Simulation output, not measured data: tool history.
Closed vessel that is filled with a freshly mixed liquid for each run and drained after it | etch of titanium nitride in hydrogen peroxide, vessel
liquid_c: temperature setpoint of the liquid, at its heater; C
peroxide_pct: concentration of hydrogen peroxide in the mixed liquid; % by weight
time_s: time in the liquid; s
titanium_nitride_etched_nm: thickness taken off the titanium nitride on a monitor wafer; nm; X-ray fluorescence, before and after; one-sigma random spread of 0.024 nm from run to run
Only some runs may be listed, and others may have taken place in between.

{"run": 1, "hour": 0.0, "liquid_c": 47.0, "peroxide_pct": 16.0, "time_s": 185, "titanium_nitride_etched_nm": 3.4112}
{"run": 2, "hour": 5.1, "liquid_c": 47.0, "peroxide_pct": 16.0, "time_s": 185, "titanium_nitride_etched_nm": 3.4312}
{"run": 3, "hour": 10.8, "liquid_c": 46.0, "peroxide_pct": 16.0, "time_s": 185, "titanium_nitride_etched_nm": 3.2018}
{"run": 4, "hour": 13.8, "liquid_c": 45.0, "peroxide_pct": 16.0, "time_s": 185, "titanium_nitride_etched_nm": 2.899}
{"run": 5, "hour": 20.4, "liquid_c": 45.0, "peroxide_pct": 13.5, "time_s": 185, "titanium_nitride_etched_nm": 2.8009}
{"run": 6, "hour": 21.9, "liquid_c": 45.0, "peroxide_pct": 13.5, "time_s": 185, "titanium_nitride_etched_nm": 2.8286}
{"run": 7, "hour": 27.8, "liquid_c": 44.5, "peroxide_pct": 13.5, "time_s": 185, "titanium_nitride_etched_nm": 2.7351}
{"run": 8, "hour": 36.0, "liquid_c": 44.5, "peroxide_pct": 13.5, "time_s": 185, "titanium_nitride_etched_nm": 2.7252}

What will run 9 give?
{"run": 9, "hour": 39.8, "liquid_c": 44.5, "peroxide_pct": 13.5, "time_s": 185, "titanium_nitride_etched_nm": "?"}

Run 9 produced titanium_nitride_etched_nm 2.7651 nm.
